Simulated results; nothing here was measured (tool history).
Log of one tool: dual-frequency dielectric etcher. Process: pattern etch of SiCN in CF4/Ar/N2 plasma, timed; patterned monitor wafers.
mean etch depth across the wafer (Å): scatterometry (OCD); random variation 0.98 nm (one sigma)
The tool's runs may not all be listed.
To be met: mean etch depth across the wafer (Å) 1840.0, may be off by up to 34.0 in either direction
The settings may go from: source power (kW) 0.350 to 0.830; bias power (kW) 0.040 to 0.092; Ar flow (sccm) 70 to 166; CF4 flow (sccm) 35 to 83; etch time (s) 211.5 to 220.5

run	day	source power (kW)	bias power (kW)	Ar flow (sccm)	CF4 flow (sccm)	etch time (s)	mean etch depth across the wafer (Å)
1	0.000	0.590	0.066	118	59	211.5	2115.6
2	0.033	0.590	0.066	118	59	211.5	2107.7
3	0.229	0.570	0.066	118	59	211.5	2038.0
4	0.575	0.570	0.066	118	59	220.5	2130.0
5	0.846	0.570	0.059	118	59	220.5	2031.3
6	1.217	0.560	0.059	118	59	220.5	2031.8
7	1.529	0.550	0.059	118	59	220.5	1966.0
8	1.621	0.540	0.059	118	59	220.5	1929.9

Which one of the following 5 next-run settings gets every result inside its allowed miss? There is exactly one.
A	1.712	0.540	0.060	111	61	220.5	?
B	1.712	0.620	0.061	136	45	216.0	?
C	1.712	0.540	0.069	127	48	217.5	?
D	1.712	0.560	0.065	119	52	214.0	?
E	1.712	0.510	0.068	131	56	220.5	?

move	mean etch depth across the wafer (Å)
A	1976.4
B	2056.1
C	1901.5
D	1961.1
E	1834.1
A: further off than the last run
B: further off than the last run
C: closes in on the targets versus the last run, not all within tolerance yet
D: further off than the last run
E: meets every target
Answer: E

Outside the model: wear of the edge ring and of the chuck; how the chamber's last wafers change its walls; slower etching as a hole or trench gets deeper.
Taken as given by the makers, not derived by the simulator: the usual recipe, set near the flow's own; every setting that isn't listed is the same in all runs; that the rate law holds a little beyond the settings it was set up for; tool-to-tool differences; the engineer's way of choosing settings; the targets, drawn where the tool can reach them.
